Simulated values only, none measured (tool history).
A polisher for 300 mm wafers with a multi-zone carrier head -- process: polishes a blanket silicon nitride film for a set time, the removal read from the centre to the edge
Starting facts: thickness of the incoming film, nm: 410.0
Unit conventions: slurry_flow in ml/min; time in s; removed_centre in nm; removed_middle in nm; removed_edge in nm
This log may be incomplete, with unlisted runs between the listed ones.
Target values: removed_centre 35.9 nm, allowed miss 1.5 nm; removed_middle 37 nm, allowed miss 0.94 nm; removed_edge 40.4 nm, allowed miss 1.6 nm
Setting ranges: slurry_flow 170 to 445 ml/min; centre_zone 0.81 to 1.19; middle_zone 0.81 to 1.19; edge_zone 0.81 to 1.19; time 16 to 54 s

run,day,slurry_flow,centre_zone,middle_zone,edge_zone,time,removed_centre,removed_middle,removed_edge
1,0,285,1,1,1,35,38.021,37.269,37.103
2,0.288,280,0.98,0.99,1.04,35,36.572,37.164,37.128
3,0.5,280,1.03,0.99,1.04,35,38.8,37.384,36.787
4,0.712,280,0.99,0.96,1.05,36,38.08,37.566,38.735
5,1.042,280,0.99,0.96,1.02,36,37.57,37.822,37.607
6,1.396,280,0.99,0.96,0.95,36,38.035,37.327,36.244
7,1.454,285,0.97,0.94,1.01,36,36.968,36.572,37.42
8,1.725,290,0.96,0.94,1.05,36,37.789,36.536,37.721

5 candidate next runs follow, results not yet known. Just one meets every target within its allowed miss. Identify it.
A,1.996,240,1.09,1.08,1.12,34,?,?,?
B,1.996,355,1.07,0.99,0.95,34,?,?,?
C,1.996,225,0.92,0.93,1.13,37,?,?,?
D,1.996,360,1.04,1.06,1.01,33,?,?,?
E,1.996,250,1.02,1.01,0.92,35,?,?,?

move,removed_centre,removed_middle,removed_edge
A,39.632,38.471,36.599
B,40.242,37.079,34.614
C,36.087,37.06,39.908
D,38.014,38.014,34.591
E,38.294,37.722,34.358
A: the biggest miss grows against the last run
B: the biggest miss grows against the last run
C: hits every target within its allowed miss
D: the biggest miss grows against the last run
E: the biggest miss grows against the last run
C meets every target.
